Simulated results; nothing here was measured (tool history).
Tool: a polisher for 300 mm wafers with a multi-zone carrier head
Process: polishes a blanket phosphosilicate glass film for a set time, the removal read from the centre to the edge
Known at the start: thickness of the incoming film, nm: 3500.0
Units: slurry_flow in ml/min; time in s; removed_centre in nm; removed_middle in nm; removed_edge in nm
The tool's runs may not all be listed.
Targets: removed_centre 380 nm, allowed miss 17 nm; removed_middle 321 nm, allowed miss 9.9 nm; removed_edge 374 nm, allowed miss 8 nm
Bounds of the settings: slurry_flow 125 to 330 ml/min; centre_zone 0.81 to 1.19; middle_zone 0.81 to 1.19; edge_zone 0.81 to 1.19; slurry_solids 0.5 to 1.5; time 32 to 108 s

run	hour	slurry_flow	centre_zone	middle_zone	edge_zone	slurry_solids	time	removed_centre	removed_middle	removed_edge
1	0	210	1	1	1	1	70	474.51	473.08	471.74
2	5.6	210	1.06	1	1	1	70	497.03	472.25	467.77
3	9.9	205	1.05	0.98	0.99	0.95	70	481.58	456.65	451.79
4	11	205	1.05	0.98	1.02	0.95	70	492.54	448.09	453.81
5	18.2	205	1.05	0.98	1.02	0.95	63	437.52	400.93	410.09
6	22	205	1.05	0.98	1.02	1.05	63	458.87	428.06	437.3
7	30	200	1.04	0.96	1.02	1	63	434.38	405.16	421.19
8	32.8	195	1.04	0.94	1.02	1	63	438.07	397.22	424.78
# hour 33.7: worn pad replaced by a new one
9	33.7	190	1.04	0.93	1.01	0.95	63	458.39	410.85	432.7
10	39.8	190	1.04	0.93	1.03	0.9	63	437.53	398.5	423.37
11	43.8	190	1.04	0.93	1.03	0.9	63	427.14	394.04	423.98
12	49.3	190	1.05	0.92	1.04	0.85	63	417.75	380.75	408.65
13	57.5	190	1.06	0.91	1.05	0.8	63	402.98	358.85	392.42
14	59.6	195	1.07	0.91	1.06	0.8	63	413.78	357.95	392.95
15	62.8	195	1.07	0.91	1.07	0.8	63	421.08	358.1	400.87
16	66.4	150	1.02	0.82	1.01	0.75	63	362.12	303.89	360.8
17	70.9	155	1.02	0.82	1.01	0.75	63	370.29	303	359.9

4 next moves are on the table. One of them brings every result within its allowed miss. Which?
A	75.4	175	1.05	0.81	0.98	0.55	81	?	?	?
B	75.4	215	1.01	0.84	1.02	0.65	63	?	?	?
C	75.4	195	1.02	0.84	1.02	0.85	58	?	?	?
D	75.4	180	1.07	0.87	0.94	0.75	62	?	?	?

move	removed_centre	removed_middle	removed_edge
A	365.73	297.07	354.89
B	331.75	287.84	337.96
C	375.78	323.22	380.61
D	380.87	321.57	354.63
A: further off than the last run
B: further off than the last run
C: meets every target
D: brings the result that was furthest off to its target, and leaves another outside
Answer: C
